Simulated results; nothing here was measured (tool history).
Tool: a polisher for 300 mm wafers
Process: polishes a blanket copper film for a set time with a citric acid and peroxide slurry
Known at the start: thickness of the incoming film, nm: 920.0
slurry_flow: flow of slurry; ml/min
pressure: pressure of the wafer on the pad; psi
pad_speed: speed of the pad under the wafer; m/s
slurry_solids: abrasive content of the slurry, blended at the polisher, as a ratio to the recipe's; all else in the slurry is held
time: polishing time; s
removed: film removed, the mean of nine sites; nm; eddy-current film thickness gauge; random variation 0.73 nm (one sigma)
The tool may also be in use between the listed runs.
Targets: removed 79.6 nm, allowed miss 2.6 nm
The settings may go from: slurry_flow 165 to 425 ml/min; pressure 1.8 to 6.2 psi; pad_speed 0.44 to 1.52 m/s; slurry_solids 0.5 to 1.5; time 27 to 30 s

run	hour	slurry_flow	pressure	pad_speed	slurry_solids	time	removed
1	0	275	4	0.98	1	30	95.786
2	1.2	240	4	0.98	1	30	94.171
3	2.6	240	4	0.74	1	30	71.343
4	7.9	240	3.2	0.74	1	30	58.969
5	16.1	245	3.5	0.74	1	30	62.474
6	23.1	245	2.9	0.74	1	30	53.412
7	25.2	250	4	0.76	1	30	73.201
8	29.3	250	4.1	0.76	1	30	75.715

Which of these 5 next moves meets every target?
A	33.4	285	4.1	0.8	1	30	?
B	33.4	310	3.7	1	0.8	29	?
C	33.4	220	5.4	0.58	0.95	30	?
D	33.4	310	4.3	0.7	0.95	30	?
E	33.4	310	3.1	1.02	0.8	30	?

move	removed
A	79.346
B	83.328
C	73.592
D	72.866
E	74.073
A: meets every target
B: takes the result that was furthest off past its target
C: further off than the last run
D: further off than the last run
E: further off than the last run
The right move is A.

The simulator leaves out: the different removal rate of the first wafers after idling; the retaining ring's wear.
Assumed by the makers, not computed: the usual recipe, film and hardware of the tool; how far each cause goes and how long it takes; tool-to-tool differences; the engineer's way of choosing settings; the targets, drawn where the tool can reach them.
